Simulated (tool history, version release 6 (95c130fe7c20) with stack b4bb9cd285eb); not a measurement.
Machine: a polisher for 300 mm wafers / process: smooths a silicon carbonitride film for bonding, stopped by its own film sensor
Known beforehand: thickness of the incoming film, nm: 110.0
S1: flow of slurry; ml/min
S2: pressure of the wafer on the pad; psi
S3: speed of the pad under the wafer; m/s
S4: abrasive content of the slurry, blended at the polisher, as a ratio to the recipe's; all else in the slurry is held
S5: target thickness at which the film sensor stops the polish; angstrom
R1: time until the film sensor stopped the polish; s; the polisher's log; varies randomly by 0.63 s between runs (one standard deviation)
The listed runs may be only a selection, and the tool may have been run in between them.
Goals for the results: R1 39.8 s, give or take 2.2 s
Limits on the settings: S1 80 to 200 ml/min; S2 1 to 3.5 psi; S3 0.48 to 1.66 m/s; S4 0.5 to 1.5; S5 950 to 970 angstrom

run  hour   S1   S2    S3  S4   S5      R1
  1     0  130  2.2  1.06   1  950  61.731
  2   1.2  130  2.4  1.08   1  950  56.296
  3   4.6  130  2.6   1.1   1  950  51.718
  4   8.3  130  2.4   1.1   1  950  55.581
  5   9.9  130  2.6  1.12   1  950  51.415
  6  18.6  130  2.7  1.14   1  950   49.66
  7    20  130  2.8  1.16   1  950  47.235
  8  21.6  130  2.9  1.16   1  950  47.239
  9  25.5  130    3  1.18   1  950  44.273

Exercise: of the 4 proposed moves below, exactly one satisfies all targets within the stated allowed misses. Which move is it?
  A  29.4  140  2.7  1.24  0.95  960   ?
  B  29.4  140  2.9  1.12  0.85  970   ?
  C  29.4  115  2.9  1.06  0.95  950   ?
  D  29.4   95    3   1.5  0.95  950   ?

move      R1
   A  45.482
   B  46.968
   C  53.629
   D  40.654
A: misses by more than the last run did
B: misses by more than the last run did
C: misses by more than the last run did
D: every result within its allowed miss
The move that meets every target is D.
